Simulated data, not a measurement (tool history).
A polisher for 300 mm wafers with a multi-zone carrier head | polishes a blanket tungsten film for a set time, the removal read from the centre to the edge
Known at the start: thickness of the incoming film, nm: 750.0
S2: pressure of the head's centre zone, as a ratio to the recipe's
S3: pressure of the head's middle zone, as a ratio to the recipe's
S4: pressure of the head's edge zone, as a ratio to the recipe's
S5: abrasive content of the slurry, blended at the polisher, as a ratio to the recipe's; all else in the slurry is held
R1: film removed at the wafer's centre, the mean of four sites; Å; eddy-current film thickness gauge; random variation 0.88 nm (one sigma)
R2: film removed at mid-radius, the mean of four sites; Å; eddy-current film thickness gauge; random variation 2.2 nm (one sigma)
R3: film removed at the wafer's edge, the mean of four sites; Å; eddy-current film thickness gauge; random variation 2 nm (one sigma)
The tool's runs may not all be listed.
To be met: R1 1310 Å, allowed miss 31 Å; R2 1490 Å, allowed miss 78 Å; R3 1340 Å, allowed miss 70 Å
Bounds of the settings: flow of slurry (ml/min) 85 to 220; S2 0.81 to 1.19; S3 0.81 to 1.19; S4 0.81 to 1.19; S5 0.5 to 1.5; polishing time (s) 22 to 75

run 1 day=0 | flow_of_slurry_(ml/min)=140 S2=1 S3=1 S4=1 S5=1 polishing_time_(s)=48 | R1=2745.9 R2=2683.6 R3=2733.2
run 2 day=0.225 | flow_of_slurry_(ml/min)=135 S2=0.99 S3=1.01 S4=0.98 S5=0.95 polishing_time_(s)=45 | R1=2501.6 R2=2515.1 R3=2540.6
run 3 day=0.446 | flow_of_slurry_(ml/min)=130 S2=0.99 S3=1.02 S4=0.96 S5=0.9 polishing_time_(s)=42 | R1=2298.5 R2=2323.4 R3=2364.3
run 4 day=0.571 | flow_of_slurry_(ml/min)=125 S2=0.99 S3=1.04 S4=0.94 S5=0.85 polishing_time_(s)=39 | R1=2080.8 R2=2137.6 R3=2063.1
run 5 day=0.696 | flow_of_slurry_(ml/min)=120 S2=0.98 S3=1.04 S4=0.93 S5=0.8 polishing_time_(s)=37 | R1=1942.6 R2=2026.2 R3=1950.6
run 6 day=0.762 | flow_of_slurry_(ml/min)=120 S2=0.98 S3=1.04 S4=0.93 S5=0.8 polishing_time_(s)=42 | R1=2177.4 R2=2239.8 R3=2225.9
run 7 day=1.112 | flow_of_slurry_(ml/min)=120 S2=0.97 S3=1.05 S4=0.92 S5=0.75 polishing_time_(s)=39 | R1=1989.8 R2=2131.2 R3=1963.2
run 8 day=1.458 | flow_of_slurry_(ml/min)=120 S2=0.96 S3=1.04 S4=0.91 S5=0.7 polishing_time_(s)=37 | R1=1869.2 R2=1941.4 R3=1843.7
run 9 day=1.642 | flow_of_slurry_(ml/min)=120 S2=0.94 S3=1.04 S4=0.9 S5=0.65 polishing_time_(s)=36 | R1=1733.8 R2=1882.3 R3=1804.5
run 10 day=1.879 | flow_of_slurry_(ml/min)=120 S2=0.94 S3=1.04 S4=0.89 S5=0.65 polishing_time_(s)=35 | R1=1703.9 R2=1848 R3=1739.5
run 11 day=2.029 | flow_of_slurry_(ml/min)=120 S2=0.93 S3=1.04 S4=0.88 S5=0.65 polishing_time_(s)=34 | R1=1647.2 R2=1730.6 R3=1668.6
run 12 day=2.279 | flow_of_slurry_(ml/min)=120 S2=0.92 S3=1.05 S4=0.87 S5=0.65 polishing_time_(s)=33 | R1=1574 R2=1771.3 R3=1628.9
run 13 day=2.312 | flow_of_slurry_(ml/min)=120 S2=0.92 S3=1.05 S4=0.86 S5=0.65 polishing_time_(s)=32 | R1=1546.4 R2=1700.6 R3=1512.2
run 14 day=2.358 | flow_of_slurry_(ml/min)=95 S2=0.83 S3=1 S4=0.81 S5=0.5 polishing_time_(s)=31 | R1=1234.9 R2=1409.3 R3=1355.9
run 15 day=2.454 | flow_of_slurry_(ml/min)=100 S2=0.84 S3=1 S4=0.81 S5=0.5 polishing_time_(s)=31 | R1=1275.5 R2=1430.1 R3=1354.7

Which of these 5 next moves meets every target?
run A day=2.55 | flow_of_slurry_(ml/min)=85 S2=0.85 S3=1.01 S4=0.86 S5=0.65 polishing_time_(s)=31 | R1=? R2=? R3=?
run B day=2.55 | flow_of_slurry_(ml/min)=100 S2=0.89 S3=1.05 S4=0.81 S5=0.5 polishing_time_(s)=31 | R1=? R2=? R3=?
run C day=2.55 | flow_of_slurry_(ml/min)=110 S2=0.86 S3=1.01 S4=0.86 S5=0.5 polishing_time_(s)=28 | R1=? R2=? R3=?
run D day=2.55 | flow_of_slurry_(ml/min)=145 S2=0.83 S3=0.96 S4=0.85 S5=0.5 polishing_time_(s)=28 | R1=? R2=? R3=?
run E day=2.55 | flow_of_slurry_(ml/min)=135 S2=1.01 S3=1.17 S4=0.81 S5=0.5 polishing_time_(s)=26 | R1=? R2=? R3=?

move=A R1=1249.5 R2=1439.3 R3=1382.7
move=B R1=1317.8 R2=1502.1 R3=1340.3
move=C R1=1198.6 R2=1352.2 R3=1265.9
move=D R1=1258.9 R2=1387.3 R3=1318.8
move=E R1=1320.6 R2=1480.2 R3=1183.5
A: further off than the last run
B: meets every target
C: further off than the last run
D: further off than the last run
E: brings the result that was furthest off to its target, and leaves another outside
Answer: B

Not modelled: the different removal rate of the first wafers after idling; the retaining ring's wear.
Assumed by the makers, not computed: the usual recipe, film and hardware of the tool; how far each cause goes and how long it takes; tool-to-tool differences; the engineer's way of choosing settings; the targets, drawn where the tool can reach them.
